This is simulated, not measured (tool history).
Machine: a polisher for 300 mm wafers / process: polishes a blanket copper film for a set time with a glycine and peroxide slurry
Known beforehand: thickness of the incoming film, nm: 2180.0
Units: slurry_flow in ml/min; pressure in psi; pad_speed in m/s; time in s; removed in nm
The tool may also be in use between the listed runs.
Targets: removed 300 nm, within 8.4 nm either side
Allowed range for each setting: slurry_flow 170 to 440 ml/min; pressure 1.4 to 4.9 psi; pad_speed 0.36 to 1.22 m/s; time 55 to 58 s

{"run": 1, "hour": 0.0, "slurry_flow": 280, "pressure": 3.1, "pad_speed": 0.78, "time": 55, "removed": 264.62}
{"run": 2, "hour": 6.2, "slurry_flow": 280, "pressure": 3.1, "pad_speed": 0.78, "time": 58, "removed": 279.8}
{"run": 3, "hour": 11.9, "slurry_flow": 280, "pressure": 3.1, "pad_speed": 0.98, "time": 58, "removed": 334.93}
{"run": 4, "hour": 14.8, "slurry_flow": 280, "pressure": 3.8, "pad_speed": 0.98, "time": 58, "removed": 400.48}
{"run": 5, "hour": 23.2, "slurry_flow": 280, "pressure": 3.5, "pad_speed": 0.98, "time": 58, "removed": 372.26}
{"run": 6, "hour": 26.9, "slurry_flow": 255, "pressure": 3.5, "pad_speed": 0.98, "time": 58, "removed": 371.9}
{"run": 7, "hour": 32.7, "slurry_flow": 255, "pressure": 3.3, "pad_speed": 0.98, "time": 58, "removed": 351.06}
{"run": 8, "hour": 39.7, "slurry_flow": 255, "pressure": 3.2, "pad_speed": 0.98, "time": 58, "removed": 344.46}
{"run": 9, "hour": 41.1, "slurry_flow": 255, "pressure": 3.1, "pad_speed": 0.98, "time": 58, "removed": 331.51}
{"run": 10, "hour": 48.8, "slurry_flow": 255, "pressure": 3, "pad_speed": 0.98, "time": 58, "removed": 323.29}

Of the 5 settings listed for the next run, only one would bring every result within its allowed miss of target. Which one?
{"run": "A", "hour": 56.5, "slurry_flow": 325, "pressure": 2.6, "pad_speed": 1.16, "time": 57, "removed": "?"}
{"run": "B", "hour": 56.5, "slurry_flow": 265, "pressure": 3.1, "pad_speed": 0.94, "time": 58, "removed": "?"}
{"run": "C", "hour": 56.5, "slurry_flow": 285, "pressure": 3, "pad_speed": 0.9, "time": 57, "removed": "?"}
{"run": "D", "hour": 56.5, "slurry_flow": 255, "pressure": 3, "pad_speed": 0.84, "time": 56, "removed": "?"}
{"run": "E", "hour": 56.5, "slurry_flow": 235, "pressure": 2.9, "pad_speed": 1.02, "time": 57, "removed": "?"}

move=A removed=330.2
move=B removed=322.12
move=C removed=298.72
move=D removed=275.34
move=E removed=317.86
A: the biggest miss grows against the last run
B: closes in on the targets versus the last run, not all within tolerance yet
C: meets every target
D: carries the result that was furthest off beyond its target, to the other side
E: closes in on the targets versus the last run, not all within tolerance yet
Correct choice: C, which meets every target

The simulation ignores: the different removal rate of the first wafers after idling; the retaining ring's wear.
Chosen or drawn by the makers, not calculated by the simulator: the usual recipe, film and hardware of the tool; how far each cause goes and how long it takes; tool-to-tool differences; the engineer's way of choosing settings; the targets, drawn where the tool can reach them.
